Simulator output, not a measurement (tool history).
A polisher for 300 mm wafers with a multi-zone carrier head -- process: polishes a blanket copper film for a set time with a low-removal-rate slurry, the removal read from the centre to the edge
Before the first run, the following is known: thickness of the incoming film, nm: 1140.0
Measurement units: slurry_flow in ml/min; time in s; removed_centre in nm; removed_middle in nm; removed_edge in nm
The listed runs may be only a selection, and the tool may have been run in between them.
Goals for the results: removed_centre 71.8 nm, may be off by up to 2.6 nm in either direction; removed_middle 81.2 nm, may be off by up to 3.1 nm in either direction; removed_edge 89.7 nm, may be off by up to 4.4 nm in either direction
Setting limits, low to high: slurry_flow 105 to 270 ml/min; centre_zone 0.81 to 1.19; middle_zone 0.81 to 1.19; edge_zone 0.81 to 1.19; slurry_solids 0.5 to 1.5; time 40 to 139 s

run	hour	slurry_flow	centre_zone	middle_zone	edge_zone	slurry_solids	time	removed_centre	removed_middle	removed_edge
1	0	175	1	1	1	1	89	148.59	168.99	164.92
2	3.4	170	0.98	0.98	0.99	0.95	83	133.09	151.87	151.36
3	7	165	0.97	0.96	0.98	0.9	78	123.28	136.54	135.25
4	14.8	160	0.95	0.94	0.99	0.85	75	112.78	126.94	128.22
5	16	160	0.95	0.94	0.99	0.85	58	87.694	98.839	101.81
6	25	160	0.95	0.94	0.99	0.75	58	85.698	96.613	100.49
7	28.9	155	0.94	0.92	0.99	0.75	58	83.871	93.593	95.543
8	33.9	150	0.93	0.91	1.01	0.75	58	82.958	92.574	97.443
9	39.8	145	0.92	0.9	1.01	0.75	58	79.392	92.588	98.747
10	46	135	0.93	0.83	0.96	0.5	55	72.046	74.235	83.028
11	50.7	140	0.93	0.84	0.97	0.5	55	71.86	75.754	87.346
12	53.7	140	0.93	0.85	0.97	0.5	55	72.315	76.934	85.79
13	58	140	0.93	0.85	0.98	0.5	55	71.57	77.8	86.066
14	65.2	140	0.93	0.85	0.98	0.5	55	70.863	77.536	85.901

Of the 4 settings listed for the next run, only one would bring every result within its allowed miss of target. Which one?
A	72.4	115	0.94	0.81	0.94	0.6	56	?	?	?
B	72.4	145	0.91	0.81	0.92	0.5	55	?	?	?
C	72.4	120	0.92	0.89	1.02	0.55	57	?	?	?
D	72.4	155	0.91	0.82	0.99	0.65	51	?	?	?

move	removed_centre	removed_middle	removed_edge
A	73.034	75.577	85.64
B	70.948	75.456	83.542
C	72.485	82.691	89.849
D	69.501	74.541	84.314
A: its largest miss is bigger than the last run's
B: its largest miss is bigger than the last run's
C: all results in spec
D: its largest miss is bigger than the last run's
Go with C: it meets all targets.
